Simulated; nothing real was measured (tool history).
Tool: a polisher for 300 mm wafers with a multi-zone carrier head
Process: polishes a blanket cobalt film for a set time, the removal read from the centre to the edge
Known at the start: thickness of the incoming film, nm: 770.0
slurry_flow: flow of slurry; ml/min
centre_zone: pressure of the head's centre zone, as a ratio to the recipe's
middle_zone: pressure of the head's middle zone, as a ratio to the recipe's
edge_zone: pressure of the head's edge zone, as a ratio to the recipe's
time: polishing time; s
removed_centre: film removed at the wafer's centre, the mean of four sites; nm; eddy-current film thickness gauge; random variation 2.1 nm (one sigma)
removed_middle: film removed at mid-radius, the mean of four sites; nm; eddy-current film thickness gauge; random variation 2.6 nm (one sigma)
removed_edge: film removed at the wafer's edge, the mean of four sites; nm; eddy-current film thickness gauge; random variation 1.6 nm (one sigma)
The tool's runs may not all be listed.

run,hour,slurry_flow,centre_zone,middle_zone,edge_zone,time,removed_centre,removed_middle,removed_edge
1,0,180,1,1,1,64,265.74,272.15,274.57
2,3.7,170,0.96,0.98,0.97,61,241.53,259.04,258.34
3,10.1,170,0.99,0.98,0.97,61,245.86,256.47,260.77
4,13.7,165,0.96,0.96,0.96,58,224.76,237.84,246.05
5,18.3,145,0.96,0.96,0.96,58,218.92,233.19,240.04
6,19.8,145,1.01,0.96,0.96,58,229.6,239.04,239.93

Forecast run 7:
7,26.1,145,1.01,0.96,0.96,58,?,?,?

Run 7 gave removed_centre 230.46 nm, removed_middle 230.29 nm, removed_edge 239.45 nm.
